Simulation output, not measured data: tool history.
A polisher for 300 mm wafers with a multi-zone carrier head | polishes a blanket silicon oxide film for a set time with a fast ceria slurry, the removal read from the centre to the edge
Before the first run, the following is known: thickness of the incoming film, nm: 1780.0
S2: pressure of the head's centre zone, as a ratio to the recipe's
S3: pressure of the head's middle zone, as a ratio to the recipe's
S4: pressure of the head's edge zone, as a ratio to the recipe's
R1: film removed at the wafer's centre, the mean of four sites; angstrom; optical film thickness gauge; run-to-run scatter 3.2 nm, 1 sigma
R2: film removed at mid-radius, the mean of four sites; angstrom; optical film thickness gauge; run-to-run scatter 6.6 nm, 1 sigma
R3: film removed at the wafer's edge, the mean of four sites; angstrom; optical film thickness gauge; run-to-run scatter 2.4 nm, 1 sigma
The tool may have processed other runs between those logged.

run 1 hour=0 | flow_of_slurry_(ml/min)=280 S2=1 S3=1 S4=1 polishing_time_(s)=47 | R1=5709.3 R2=5175.3 R3=5096.7
run 2 hour=2.5 | flow_of_slurry_(ml/min)=280 S2=0.99 S3=1.02 S4=0.97 polishing_time_(s)=45 | R1=5375.3 R2=5032.5 R3=4764
run 3 hour=9.3 | flow_of_slurry_(ml/min)=280 S2=0.98 S3=1.03 S4=0.94 polishing_time_(s)=44 | R1=5278.8 R2=4928.5 R3=4607.6
run 4 hour=14.9 | flow_of_slurry_(ml/min)=280 S2=0.98 S3=1.03 S4=0.94 polishing_time_(s)=55 | R1=6540.4 R2=6019.3 R3=5802.5
run 5 hour=19.6 | flow_of_slurry_(ml/min)=280 S2=0.98 S3=1.03 S4=0.94 polishing_time_(s)=47 | R1=5579.6 R2=5386.4 R3=4920.8
run 6 hour=21.3 | flow_of_slurry_(ml/min)=280 S2=0.98 S3=1.08 S4=0.94 polishing_time_(s)=47 | R1=5602.5 R2=5370.2 R3=4935.4
run 7 hour=28.7 | flow_of_slurry_(ml/min)=280 S2=0.98 S3=1.08 S4=0.94 polishing_time_(s)=47 | R1=5544.9 R2=5478.5 R3=4922.7
run 8 hour=36.5 | flow_of_slurry_(ml/min)=280 S2=0.97 S3=1.07 S4=0.92 polishing_time_(s)=45 | R1=5317.2 R2=5181.1 R3=4693
-- hour=40.7 centre zone pressure recalibrated
run 9 hour=40.7 | flow_of_slurry_(ml/min)=280 S2=0.96 S3=1.08 S4=0.9 polishing_time_(s)=43 | R1=4654.4 R2=4958.4 R3=4400.2

Estimate the outcome of run 10 from the log above:
run 10 hour=47.2 | flow_of_slurry_(ml/min)=280 S2=0.97 S3=1.08 S4=0.88 polishing_time_(s)=42 | R1=? R2=? R3=?

Run 10 came out at R1 4577 angstrom, R2 4887.7 angstrom, R3 4256.3 angstrom.

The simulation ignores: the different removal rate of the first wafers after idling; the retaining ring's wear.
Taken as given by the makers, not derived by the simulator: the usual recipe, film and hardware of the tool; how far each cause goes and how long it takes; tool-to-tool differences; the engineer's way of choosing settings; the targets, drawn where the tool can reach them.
